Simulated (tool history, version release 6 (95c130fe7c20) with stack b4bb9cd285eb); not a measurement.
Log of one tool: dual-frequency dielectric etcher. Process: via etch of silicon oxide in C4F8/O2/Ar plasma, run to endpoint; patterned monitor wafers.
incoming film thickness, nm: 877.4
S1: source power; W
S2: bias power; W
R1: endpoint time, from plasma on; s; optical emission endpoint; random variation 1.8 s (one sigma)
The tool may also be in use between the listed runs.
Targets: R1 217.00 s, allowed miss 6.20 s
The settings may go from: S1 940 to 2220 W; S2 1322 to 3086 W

run	hour	S1	S2	R1
1	0.0	1580	2204	175.29
2	8.9	1450	2096	184.16
3	17.1	1630	2096	173.43
4	17.7	1630	1923	177.63
5	19.9	1630	2202	169.15
6	21.9	1500	2161	178.53
7	28.8	1390	2094	190.74
8	31.6	1330	2075	196.19
9	33.2	1010	1930	236.27
10	36.2	1050	1938	229.12
11	41.5	1070	1944	226.95

5 next moves are on the table. One of them brings every result within its allowed miss. Which?
A	46.8	940	1805	?
B	46.8	1010	1971	?
C	46.8	1070	2216	?
D	46.8	1010	1746	?
E	46.8	940	1702	?

move	R1
A	252.68
B	233.49
C	218.21
D	240.52
E	256.27
A: further off than the last run
B: further off than the last run
C: meets every target
D: further off than the last run
E: further off than the last run
Answer: C

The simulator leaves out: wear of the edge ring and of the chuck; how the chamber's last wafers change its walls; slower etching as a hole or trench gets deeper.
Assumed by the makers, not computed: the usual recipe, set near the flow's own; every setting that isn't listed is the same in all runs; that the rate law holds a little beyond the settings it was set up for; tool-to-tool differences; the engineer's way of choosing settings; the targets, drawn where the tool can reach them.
